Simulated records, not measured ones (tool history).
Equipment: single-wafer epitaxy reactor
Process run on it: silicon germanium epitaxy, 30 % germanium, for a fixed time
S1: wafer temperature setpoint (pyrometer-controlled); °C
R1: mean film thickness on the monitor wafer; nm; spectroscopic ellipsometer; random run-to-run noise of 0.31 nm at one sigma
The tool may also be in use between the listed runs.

run 1 hour=0.0 | S1=595 chamber_pressure_(Torr)=17.7 | R1=51.118
run 2 hour=3.2 | S1=596 chamber_pressure_(Torr)=17.7 | R1=52.590
run 3 hour=9.8 | S1=597 chamber_pressure_(Torr)=17.7 | R1=53.013
run 4 hour=13.6 | S1=597 chamber_pressure_(Torr)=14.9 | R1=50.620
run 5 hour=16.0 | S1=591 chamber_pressure_(Torr)=14.9 | R1=44.299
run 6 hour=25.0 | S1=591 chamber_pressure_(Torr)=16.5 | R1=45.384

Run 7, settings as shown, results not yet in. Your forecast:
run 7 hour=28.1 | S1=594 chamber_pressure_(Torr)=16.5 | R1=?

Run 7 yielded R1 48.310 nm.

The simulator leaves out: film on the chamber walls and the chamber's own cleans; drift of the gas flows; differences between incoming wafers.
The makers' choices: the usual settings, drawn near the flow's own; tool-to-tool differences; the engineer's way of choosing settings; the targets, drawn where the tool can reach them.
